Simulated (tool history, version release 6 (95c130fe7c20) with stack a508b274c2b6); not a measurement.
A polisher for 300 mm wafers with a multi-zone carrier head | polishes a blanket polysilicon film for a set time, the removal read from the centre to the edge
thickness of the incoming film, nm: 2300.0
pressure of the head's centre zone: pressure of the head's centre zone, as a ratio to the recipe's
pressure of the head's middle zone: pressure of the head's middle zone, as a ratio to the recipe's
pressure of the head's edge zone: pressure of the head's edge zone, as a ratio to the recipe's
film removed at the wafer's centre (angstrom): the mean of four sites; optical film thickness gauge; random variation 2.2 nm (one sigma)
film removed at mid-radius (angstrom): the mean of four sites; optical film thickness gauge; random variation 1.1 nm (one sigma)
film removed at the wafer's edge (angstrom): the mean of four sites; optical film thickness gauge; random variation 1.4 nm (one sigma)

| run | hour | flow of slurry (ml/min) | pressure of the head's centre zone | pressure of the head's middle zone | pressure of the head's edge zone | polishing time (s) | film removed at the wafer's centre (angstrom) | film removed at mid-radius (angstrom) | film removed at the wafer's edge (angstrom) |
|---|---|---|---|---|---|---|---|---|---|
| 1 | 0 | 225 | 1 | 1 | 1 | 48 | 3140.2 | 3485.7 | 3406.9 |
| 2 | 6.4 | 220 | 0.98 | 0.98 | 0.99 | 45 | 2876.4 | 3223.5 | 3138.1 |
| 3 | 8.4 | 210 | 0.96 | 0.96 | 0.99 | 42 | 2573.1 | 2911.3 | 2897.7 |
| 4 | 14.8 | 210 | 0.96 | 0.96 | 0.99 | 34 | 2085.6 | 2360 | 2381.9 |
| 5 | 16.2 | 210 | 0.99 | 0.96 | 0.99 | 34 | 2097.2 | 2355.7 | 2384.5 |
| 6 | 22.9 | 260 | 0.99 | 0.96 | 0.99 | 34 | 2223.3 | 2435.4 | 2412.2 |
| 7 | 28.1 | 195 | 0.89 | 0.86 | 0.89 | 25 | 1442 | 1576.3 | 1681.4 |
| 8 | 34 | 205 | 0.89 | 0.87 | 0.91 | 25 | 1405.9 | 1585.4 | 1716.9 |
| 9 | 41.5 | 210 | 0.9 | 0.88 | 0.93 | 25 | 1401.4 | 1594.2 | 1720.1 |
| 10 | 47.7 | 210 | 0.91 | 0.89 | 0.95 | 25 | 1436.5 | 1610.3 | 1741.4 |
| 11 | 50.1 | 210 | 0.92 | 0.9 | 0.97 | 25 | 1449.9 | 1646.6 | 1746 |
| 12 | 56.7 | 210 | 0.92 | 0.9 | 0.99 | 25 | 1511.7 | 1640.8 | 1739 |
| 13 | 65 | 200 | 0.92 | 0.9 | 0.97 | 25 | 1463.9 | 1642.1 | 1746.6 |
| 14 | 69.2 | 205 | 0.92 | 0.9 | 0.99 | 25 | 1476.4 | 1650.5 | 1752.2 |
| 15 | 70.2 | 200 | 0.91 | 0.9 | 1 | 26 | 1478.1 | 1718.7 | 1830.7 |
| 16 | 72.3 | 200 | 0.91 | 0.9 | 1.01 | 26 | 1436.2 | 1702.7 | 1817.7 |
| 17 | 74 | 205 | 0.92 | 0.9 | 1.02 | 26 | 1518.8 | 1693.3 | 1852.7 |
| 18 | 78.4 | 205 | 0.92 | 0.91 | 1.03 | 26 | 1511.2 | 1727.4 | 1848.1 |
| 19 | 85.7 | 205 | 0.92 | 0.91 | 1.04 | 26 | 1514.5 | 1731.4 | 1867.2 |

Forecast run 20:
| 20 | 87.9 | 205 | 0.92 | 0.91 | 1.05 | 26 | ? | ? | ? |

{"run 20": {"film removed at the wafer's centre (angstrom)": 1488.9, "film removed at mid-radius (angstrom)": 1715.5, "film removed at the wafer's edge (angstrom)": 1849.5}}
